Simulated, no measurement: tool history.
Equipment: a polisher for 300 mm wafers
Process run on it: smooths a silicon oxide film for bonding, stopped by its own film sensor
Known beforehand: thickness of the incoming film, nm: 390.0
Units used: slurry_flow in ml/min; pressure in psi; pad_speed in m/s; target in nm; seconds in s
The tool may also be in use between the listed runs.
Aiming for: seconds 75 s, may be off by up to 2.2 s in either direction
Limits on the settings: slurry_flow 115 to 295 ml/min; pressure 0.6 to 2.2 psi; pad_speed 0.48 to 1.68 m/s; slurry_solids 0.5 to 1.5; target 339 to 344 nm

Run 1, hour 0: slurry_flow 190 ml/min, pressure 1.4 psi, pad_speed 1.08 m/s, slurry_solids 1, target 339 nm. Result: seconds 90.884 s.
Run 2, hour 3: slurry_flow 190 ml/min, pressure 1.6 psi, pad_speed 1.08 m/s, slurry_solids 1, target 339 nm. Result: seconds 80.461 s.
Run 3, hour 11.4: slurry_flow 190 ml/min, pressure 1.6 psi, pad_speed 1.08 m/s, slurry_solids 0.95, target 339 nm. Result: seconds 82.412 s.
Run 4, hour 15.6: slurry_flow 195 ml/min, pressure 1.6 psi, pad_speed 1.08 m/s, slurry_solids 0.95, target 339 nm. Result: seconds 82.958 s.
Run 5, hour 21.5: slurry_flow 195 ml/min, pressure 1.7 psi, pad_speed 1.08 m/s, slurry_solids 0.95, target 339 nm. Result: seconds 79.039 s.
Run 6, hour 26.9: slurry_flow 195 ml/min, pressure 1.7 psi, pad_speed 0.88 m/s, slurry_solids 0.95, target 339 nm. Result: seconds 93.447 s.
Run 7, hour 30.4: slurry_flow 195 ml/min, pressure 1.8 psi, pad_speed 0.88 m/s, slurry_solids 0.95, target 339 nm. Result: seconds 87.158 s.
Run 8, hour 31.1: slurry_flow 195 ml/min, pressure 1.9 psi, pad_speed 0.88 m/s, slurry_solids 0.95, target 339 nm. Result: seconds 84.512 s.
Run 9, hour 33.2: slurry_flow 200 ml/min, pressure 2 psi, pad_speed 0.88 m/s, slurry_solids 0.95, target 339 nm. Result: seconds 80.293 s.

Of the 4 settings listed for the next run, only one would bring every result within its allowed miss of target. Which one?
Run A, hour 35.3: slurry_flow 170 ml/min, pressure 2 psi, pad_speed 0.92 m/s, slurry_solids 1.15, target 342 nm. Result: seconds ?.
Run B, hour 35.3: slurry_flow 235 ml/min, pressure 2.1 psi, pad_speed 0.8 m/s, slurry_solids 0.8, target 339 nm. Result: seconds ?.
Run C, hour 35.3: slurry_flow 185 ml/min, pressure 2 psi, pad_speed 0.9 m/s, slurry_solids 0.85, target 344 nm. Result: seconds ?.
Run D, hour 35.3: slurry_flow 240 ml/min, pressure 2.2 psi, pad_speed 0.84 m/s, slurry_solids 0.9, target 344 nm. Result: seconds ?.

move  seconds
   A   68.272
   B   87.804
   C   75.448
   D   68.734
A: the result that was furthest off in the last run now lies on the other side of its target
B: its largest miss is bigger than the last run's
C: every result within its allowed miss
D: the result that was furthest off in the last run now lies on the other side of its target
The move that meets every target is C.
